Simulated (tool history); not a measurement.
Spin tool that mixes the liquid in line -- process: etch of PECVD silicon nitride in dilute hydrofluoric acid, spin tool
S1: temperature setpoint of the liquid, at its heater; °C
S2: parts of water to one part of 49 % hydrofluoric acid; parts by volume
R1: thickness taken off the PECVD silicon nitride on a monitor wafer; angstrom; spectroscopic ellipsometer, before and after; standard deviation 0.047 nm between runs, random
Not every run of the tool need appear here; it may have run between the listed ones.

run 1 day=0.000 | S1=24.0 S2=65 time_under_the_liquid_(s)=85 | R1=30.823
run 2 day=0.288 | S1=24.0 S2=50 time_under_the_liquid_(s)=85 | R1=40.141
run 3 day=0.583 | S1=26.0 S2=50 time_under_the_liquid_(s)=85 | R1=45.029
run 4 day=0.925 | S1=26.0 S2=50 time_under_the_liquid_(s)=85 | R1=45.915
run 5 day=1.054 | S1=26.5 S2=50 time_under_the_liquid_(s)=85 | R1=47.085
run 6 day=1.362 | S1=25.0 S2=50 time_under_the_liquid_(s)=85 | R1=42.353
run 7 day=1.729 | S1=25.5 S2=50 time_under_the_liquid_(s)=85 | R1=43.817

For run 8, what comes out?
run 8 day=1.992 | S1=26.0 S2=50 time_under_the_liquid_(s)=85 | R1=?

R1: 45.834 angstrom
